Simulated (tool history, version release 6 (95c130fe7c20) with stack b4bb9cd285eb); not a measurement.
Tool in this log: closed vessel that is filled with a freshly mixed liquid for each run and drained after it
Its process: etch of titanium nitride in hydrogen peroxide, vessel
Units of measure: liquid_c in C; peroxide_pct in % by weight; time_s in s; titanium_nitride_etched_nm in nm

Run 1, hour 0.0: liquid_c 46.0 C, peroxide_pct 20.5 % by weight, time_s 250 s. Result: titanium_nitride_etched_nm 10.1140 nm.
Run 2, hour 1.9: liquid_c 45.0 C, peroxide_pct 20.5 % by weight, time_s 250 s. Result: titanium_nitride_etched_nm 9.4024 nm.
Run 3, hour 5.5: liquid_c 45.0 C, peroxide_pct 18.0 % by weight, time_s 250 s. Result: titanium_nitride_etched_nm 9.1091 nm.
Run 4, hour 7.7: liquid_c 45.0 C, peroxide_pct 18.0 % by weight, time_s 180 s. Result: titanium_nitride_etched_nm 6.5738 nm.
Run 5, hour 15.0: liquid_c 45.0 C, peroxide_pct 18.0 % by weight, time_s 250 s. Result: titanium_nitride_etched_nm 8.9802 nm.
Run 6, hour 23.0: liquid_c 45.0 C, peroxide_pct 18.0 % by weight, time_s 180 s. Result: titanium_nitride_etched_nm 6.5873 nm.
Run 7, hour 30.1: liquid_c 45.5 C, peroxide_pct 18.0 % by weight, time_s 180 s. Result: titanium_nitride_etched_nm 6.8024 nm.

What does the tool deliver on the next run?
Run 8, hour 33.5: liquid_c 46.0 C, peroxide_pct 18.0 % by weight, time_s 180 s. Result: titanium_nitride_etched_nm ?.

titanium_nitride_etched_nm: 7.0911 nm
